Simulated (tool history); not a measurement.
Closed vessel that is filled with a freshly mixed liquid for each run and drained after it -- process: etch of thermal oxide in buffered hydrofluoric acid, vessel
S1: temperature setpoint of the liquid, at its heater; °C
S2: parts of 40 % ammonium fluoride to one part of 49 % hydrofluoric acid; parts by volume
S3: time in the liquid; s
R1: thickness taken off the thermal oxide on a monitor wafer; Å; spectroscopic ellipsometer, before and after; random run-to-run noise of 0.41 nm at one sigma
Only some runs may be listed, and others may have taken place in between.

Run 1, hour 0: S1 21 °C, S2 21 parts by volume, S3 90 s. Result: R1 427.81 Å.
Run 2, hour 8.3: S1 23 °C, S2 21 parts by volume, S3 90 s. Result: R1 476.43 Å.
Run 3, hour 10.9: S1 23.5 °C, S2 21 parts by volume, S3 90 s. Result: R1 495.14 Å.
Run 4, hour 17: S1 21.5 °C, S2 21 parts by volume, S3 90 s. Result: R1 438.59 Å.
Run 5, hour 24.5: S1 21.5 °C, S2 24 parts by volume, S3 90 s. Result: R1 397.9 Å.
Run 6, hour 25.1: S1 21.5 °C, S2 24 parts by volume, S3 100 s. Result: R1 434.78 Å.
Run 7, hour 27.7: S1 22.5 °C, S2 24 parts by volume, S3 100 s. Result: R1 461.07 Å.
Run 8, hour 29.2: S1 23 °C, S2 24 parts by volume, S3 100 s. Result: R1 476.99 Å.
Run 9, hour 34.9: S1 23.5 °C, S2 24 parts by volume, S3 100 s. Result: R1 485.17 Å.

Run 10, settings as shown, results not yet in. Your forecast:
Run 10, hour 37.1: S1 24 °C, S2 24 parts by volume, S3 100 s. Result: R1 ?.

{"run 10": {"R1": 498.13}}
